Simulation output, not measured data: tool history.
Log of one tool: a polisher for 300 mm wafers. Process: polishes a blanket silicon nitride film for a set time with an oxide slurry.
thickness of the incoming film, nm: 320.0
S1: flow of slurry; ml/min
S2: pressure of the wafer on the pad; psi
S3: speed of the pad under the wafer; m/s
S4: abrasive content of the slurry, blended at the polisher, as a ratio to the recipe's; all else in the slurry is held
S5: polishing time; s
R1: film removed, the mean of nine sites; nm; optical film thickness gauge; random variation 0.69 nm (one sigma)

| run | hour | S1 | S2 | S3 | S4 | S5 | R1 |
|---|---|---|---|---|---|---|---|
| 1 | 0 | 155 | 3.7 | 1.08 | 1 | 104 | 58.757 |
| 2 | 4.4 | 155 | 3.7 | 1.08 | 1 | 104 | 58.533 |
| 3 | 7.4 | 155 | 3.7 | 1.08 | 1.1 | 104 | 59.49 |
| 4 | 15.7 | 160 | 3.8 | 1.08 | 1.1 | 104 | 61.814 |
| 5 | 20.1 | 160 | 3.4 | 1.08 | 1.1 | 104 | 56.802 |
| 6 | 22.1 | 165 | 3.5 | 1.08 | 1.1 | 104 | 57.882 |
| 7 | 26.9 | 165 | 3.6 | 1.08 | 1.1 | 104 | 59.19 |
| 8 | 30.6 | 165 | 3.7 | 1.08 | 1.1 | 104 | 60.686 |

The next listed run, before its measurement:
| 9 | 38.6 | 165 | 3.8 | 1.08 | 1.1 | 104 | ? |

R1: 61.775 nm
